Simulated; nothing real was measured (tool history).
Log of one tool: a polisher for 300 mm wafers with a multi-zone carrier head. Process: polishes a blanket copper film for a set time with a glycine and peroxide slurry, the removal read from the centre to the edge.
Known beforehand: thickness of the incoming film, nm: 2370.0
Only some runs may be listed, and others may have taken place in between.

| run | hour | flow of slurry (ml/min) | pressure of the head's centre zone | pressure of the head's middle zone | pressure of the head's edge zone | polishing time (s) | film removed at the wafer's centre (nm) | film removed at mid-radius (nm) | film removed at the wafer's edge (nm) |
|---|---|---|---|---|---|---|---|---|---|
| 1 | 0.0 | 175 | 1.00 | 1.00 | 1.00 | 33 | 138.99 | 134.71 | 136.82 |
| 2 | 4.3 | 180 | 1.01 | 1.01 | 1.02 | 34 | 143.93 | 140.29 | 141.74 |
| 3 | 8.4 | 160 | 1.01 | 1.01 | 1.02 | 34 | 137.76 | 137.47 | 138.93 |
| 4 | 9.0 | 160 | 1.01 | 1.01 | 1.02 | 37 | 151.63 | 152.42 | 154.13 |
| 5 | 18.0 | 160 | 1.01 | 1.01 | 1.02 | 42 | 172.04 | 171.09 | 176.63 |
| 6 | 24.6 | 170 | 1.02 | 1.01 | 1.03 | 42 | 175.74 | 171.19 | 175.70 |
| 7 | 27.2 | 175 | 1.02 | 1.01 | 1.04 | 43 | 180.33 | 180.07 | 181.24 |
| 8 | 30.5 | 175 | 1.03 | 1.00 | 1.05 | 44 | 184.10 | 181.92 | 189.25 |
| 9 | 32.8 | 180 | 1.04 | 1.00 | 1.05 | 44 | 192.15 | 182.29 | 186.65 |
| 10 | 34.3 | 185 | 1.04 | 1.00 | 1.06 | 44 | 190.22 | 182.86 | 187.05 |

Run 11 is up next; what results do you expect?
| 11 | 36.6 | 185 | 1.04 | 0.99 | 1.06 | 44 | ? | ? | ? |

film removed at the wafer's centre (nm): 188.19
film removed at mid-radius (nm): 181.89
film removed at the wafer's edge (nm): 187.29
